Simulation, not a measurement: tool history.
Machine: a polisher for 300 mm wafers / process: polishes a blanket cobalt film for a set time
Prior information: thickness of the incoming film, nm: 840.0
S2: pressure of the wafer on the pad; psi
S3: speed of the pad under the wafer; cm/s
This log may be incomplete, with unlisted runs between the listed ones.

{"run": 1, "hour": 0.0, "flow of slurry (ml/min)": 275, "S2": 1.7, "S3": 122, "polishing time (s)": 68, "film removed (nm)": 310.6}
{"run": 2, "hour": 7.8, "flow of slurry (ml/min)": 275, "S2": 1.6, "S3": 122, "polishing time (s)": 68, "film removed (nm)": 294.05}
{"run": 3, "hour": 15.5, "flow of slurry (ml/min)": 275, "S2": 1.6, "S3": 122, "polishing time (s)": 71, "film removed (nm)": 304.85}
{"run": 4, "hour": 22.1, "flow of slurry (ml/min)": 230, "S2": 1.6, "S3": 122, "polishing time (s)": 71, "film removed (nm)": 300.81}
{"run": 5, "hour": 27.5, "flow of slurry (ml/min)": 225, "S2": 1.5, "S3": 122, "polishing time (s)": 71, "film removed (nm)": 280.41}
{"run": 6, "hour": 29.9, "flow of slurry (ml/min)": 220, "S2": 1.4, "S3": 122, "polishing time (s)": 71, "film removed (nm)": 260.87}

For run 7, what comes out?
{"run": 7, "hour": 38.9, "flow of slurry (ml/min)": 215, "S2": 1.4, "S3": 122, "polishing time (s)": 71, "film removed (nm)": "?"}

film removed (nm): 262.21

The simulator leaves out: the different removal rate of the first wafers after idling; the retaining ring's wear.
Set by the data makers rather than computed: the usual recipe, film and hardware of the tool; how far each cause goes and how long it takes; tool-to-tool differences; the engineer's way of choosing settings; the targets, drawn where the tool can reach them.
